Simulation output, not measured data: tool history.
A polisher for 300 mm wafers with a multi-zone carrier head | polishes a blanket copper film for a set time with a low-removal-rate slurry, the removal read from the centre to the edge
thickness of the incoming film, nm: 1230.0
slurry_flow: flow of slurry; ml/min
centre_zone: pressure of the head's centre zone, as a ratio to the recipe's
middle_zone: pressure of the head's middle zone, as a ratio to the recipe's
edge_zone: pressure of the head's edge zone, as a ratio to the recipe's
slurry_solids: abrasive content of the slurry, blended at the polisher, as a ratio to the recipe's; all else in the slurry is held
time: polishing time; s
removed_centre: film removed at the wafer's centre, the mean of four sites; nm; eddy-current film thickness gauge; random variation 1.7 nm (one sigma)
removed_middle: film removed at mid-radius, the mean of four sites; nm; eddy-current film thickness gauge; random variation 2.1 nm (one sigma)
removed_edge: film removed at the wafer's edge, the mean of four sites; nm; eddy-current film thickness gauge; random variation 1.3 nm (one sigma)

run,hour,slurry_flow,centre_zone,middle_zone,edge_zone,slurry_solids,time,removed_centre,removed_middle,removed_edge
1,0.0,190,1.00,1.00,1.00,1.00,67,231.74,232.06,235.45
2,6.2,165,1.00,1.00,1.00,1.00,67,230.89,228.89,232.15
3,11.7,165,1.05,1.00,1.00,1.00,67,236.99,226.43,232.03
4,19.6,160,1.00,1.00,1.00,0.90,65,211.51,216.71,219.52
5,28.0,205,1.00,1.00,1.00,0.90,65,223.72,224.18,222.78
6,29.2,230,1.00,1.00,1.00,0.90,65,230.35,230.67,227.70
7,33.2,215,0.96,0.98,0.97,0.80,64,209.00,212.91,212.97
8,37.1,200,0.92,0.98,0.95,0.75,64,193.09,206.37,204.87
9,39.5,190,0.89,0.97,0.93,0.70,64,181.51,197.39,199.32
10,43.1,180,0.87,0.97,0.91,0.70,64,175.35,195.17,194.49
11,45.1,170,0.86,0.97,0.89,0.70,64,172.75,196.70,192.20
12,53.9,165,0.85,0.96,0.88,0.70,64,169.33,188.45,188.78
13,61.0,160,0.84,0.96,0.87,0.70,64,168.21,193.52,189.10
14,62.4,155,0.83,0.95,0.86,0.70,64,163.02,187.37,188.37
15,71.1,155,0.83,0.95,0.86,0.70,64,162.98,186.20,184.76

Forecast run 16:
16,75.1,150,0.83,0.95,0.86,0.70,64,?,?,?

{"run 16": {"removed_centre": 160.84, "removed_middle": 185.69, "removed_edge": 186.68}}
